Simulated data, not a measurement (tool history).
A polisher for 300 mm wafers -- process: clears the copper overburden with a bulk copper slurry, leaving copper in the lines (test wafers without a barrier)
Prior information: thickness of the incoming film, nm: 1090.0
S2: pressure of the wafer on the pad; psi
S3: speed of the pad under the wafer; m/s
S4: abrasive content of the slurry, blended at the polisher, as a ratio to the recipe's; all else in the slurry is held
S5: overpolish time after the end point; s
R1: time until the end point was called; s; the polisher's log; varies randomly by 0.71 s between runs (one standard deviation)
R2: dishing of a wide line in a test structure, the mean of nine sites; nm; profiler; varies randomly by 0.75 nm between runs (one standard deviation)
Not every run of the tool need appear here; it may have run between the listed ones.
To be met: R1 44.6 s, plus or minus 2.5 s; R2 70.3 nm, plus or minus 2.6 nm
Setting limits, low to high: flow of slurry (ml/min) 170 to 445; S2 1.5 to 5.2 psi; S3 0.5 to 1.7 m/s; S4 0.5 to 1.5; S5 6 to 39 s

{"run": 1, "hour": 0.0, "flow of slurry (ml/min)": 285, "S2": 3.3, "S3": 1.1, "S4": 1, "S5": 20, "R1": 90.31, "R2": 62.895}
{"run": 2, "hour": 8.0, "flow of slurry (ml/min)": 285, "S2": 3.9, "S3": 1.1, "S4": 1, "S5": 20, "R1": 75.13, "R2": 66.098}
{"run": 3, "hour": 16.7, "flow of slurry (ml/min)": 285, "S2": 3.9, "S3": 1.1, "S4": 0.9, "S5": 20, "R1": 75.971, "R2": 64.922}
{"run": 4, "hour": 20.1, "flow of slurry (ml/min)": 315, "S2": 3.9, "S3": 1.1, "S4": 0.9, "S5": 20, "R1": 76.226, "R2": 65.428}
{"run": 5, "hour": 29.0, "flow of slurry (ml/min)": 315, "S2": 4.2, "S3": 1.16, "S4": 0.9, "S5": 18, "R1": 66.096, "R2": 67.737}
{"run": 6, "hour": 30.2, "flow of slurry (ml/min)": 315, "S2": 3.6, "S3": 1.16, "S4": 0.9, "S5": 18, "R1": 75.749, "R2": 63.946}
{"run": 7, "hour": 33.3, "flow of slurry (ml/min)": 315, "S2": 4, "S3": 1.2, "S4": 0.9, "S5": 16, "R1": 66.778, "R2": 65.226}
{"run": 8, "hour": 40.2, "flow of slurry (ml/min)": 315, "S2": 4.3, "S3": 1.24, "S4": 0.9, "S5": 15, "R1": 60.086, "R2": 65.422}
{"run": 9, "hour": 48.6, "flow of slurry (ml/min)": 315, "S2": 4.6, "S3": 1.26, "S4": 0.9, "S5": 15, "R1": 56.278, "R2": 66.633}
{"run": 10, "hour": 53.4, "flow of slurry (ml/min)": 320, "S2": 4.8, "S3": 1.3, "S4": 0.9, "S5": 15, "R1": 51.949, "R2": 69.412}
{"run": 11, "hour": 54.5, "flow of slurry (ml/min)": 320, "S2": 4.9, "S3": 1.32, "S4": 0.9, "S5": 14, "R1": 48.367, "R2": 66.371}
{"run": 12, "hour": 58.1, "flow of slurry (ml/min)": 325, "S2": 5, "S3": 1.32, "S4": 0.9, "S5": 15, "R1": 50.124, "R2": 69.55}
{"run": 13, "hour": 64.4, "flow of slurry (ml/min)": 325, "S2": 5, "S3": 1.32, "S4": 0.9, "S5": 15, "R1": 49.799, "R2": 69.532}
{"run": 14, "hour": 65.8, "flow of slurry (ml/min)": 325, "S2": 5.1, "S3": 1.34, "S4": 0.9, "S5": 15, "R1": 47.893, "R2": 70.325}
{"hour": 71.6, "done": "head pressure recalibrated"}
{"run": 15, "hour": 71.6, "flow of slurry (ml/min)": 325, "S2": 5.1, "S3": 1.36, "S4": 0.9, "S5": 15, "R1": 42.366, "R2": 70.825}

Pick the move, out of 4, that brings all results within their allowed miss; only one does.
{"run": "A", "hour": 77.4, "flow of slurry (ml/min)": 370, "S2": 5.2, "S3": 1.26, "S4": 0.9, "S5": 15, "R1": "?", "R2": "?"}
{"run": "B", "hour": 77.4, "flow of slurry (ml/min)": 330, "S2": 4.5, "S3": 1.6, "S4": 0.9, "S5": 12, "R1": "?", "R2": "?"}
{"run": "C", "hour": 77.4, "flow of slurry (ml/min)": 270, "S2": 4.7, "S3": 1.64, "S4": 0.9, "S5": 11, "R1": "?", "R2": "?"}
{"run": "D", "hour": 77.4, "flow of slurry (ml/min)": 385, "S2": 4.2, "S3": 1.68, "S4": 0.95, "S5": 10, "R1": "?", "R2": "?"}

move=A R1=44.528 R2=70.959
move=B R1=40.984 R2=69.055
move=C R1=39.027 R2=69.058
move=D R1=40.928 R2=66.923
A: meets every target
B: misses by more than the last run did
C: misses by more than the last run did
D: misses by more than the last run did
The right move is A.
